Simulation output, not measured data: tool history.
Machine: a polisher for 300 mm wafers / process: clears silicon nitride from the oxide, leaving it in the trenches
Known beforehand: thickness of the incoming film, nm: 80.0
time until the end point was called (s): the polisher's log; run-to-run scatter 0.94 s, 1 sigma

run  hour  flow of slurry (ml/min)  pressure of the wafer on the pad (kPa)  speed of the pad under the wafer (m/s)  overpolish time after the end point (s)  time until the end point was called (s)
  1   0.0                      290                                    19.3                                    1.04                                        7                                   89.568
  2   8.8                      290                                    20.0                                    1.04                                        7                                   85.721
  3  13.4                      290                                    20.0                                    0.82                                        7                                  109.920
  4  18.8                      290                                    20.0                                    0.66                                        7                                  129.880
  5  22.6                      290                                    21.4                                    0.68                                        7                                  120.010
  6  29.4                      290                                    18.6                                    0.68                                        7                                  137.110
  7  31.7                      290                                    20.0                                    0.70                                        7                                  123.250
  8  34.2                      290                                    21.4                                    0.72                                        7                                  116.990
  9  38.7                      290                                    22.8                                    0.74                                        7                                  106.130
 10  43.7                      290                                    23.4                                    0.76                                        7                                  101.120
 11  45.4                      290                                    24.1                                    0.78                                        7                                   96.941
 12  49.5                      290                                    24.8                                    0.80                                        7                                   90.193
 13  55.9                      290                                    25.5                                    0.80                                        7                                   88.412

Predict the results of run 14:
 14  63.9                      290                                    26.2                                    0.80                                        7                                        ?

Logged for run 14: time until the end point was called (s) 89.703.

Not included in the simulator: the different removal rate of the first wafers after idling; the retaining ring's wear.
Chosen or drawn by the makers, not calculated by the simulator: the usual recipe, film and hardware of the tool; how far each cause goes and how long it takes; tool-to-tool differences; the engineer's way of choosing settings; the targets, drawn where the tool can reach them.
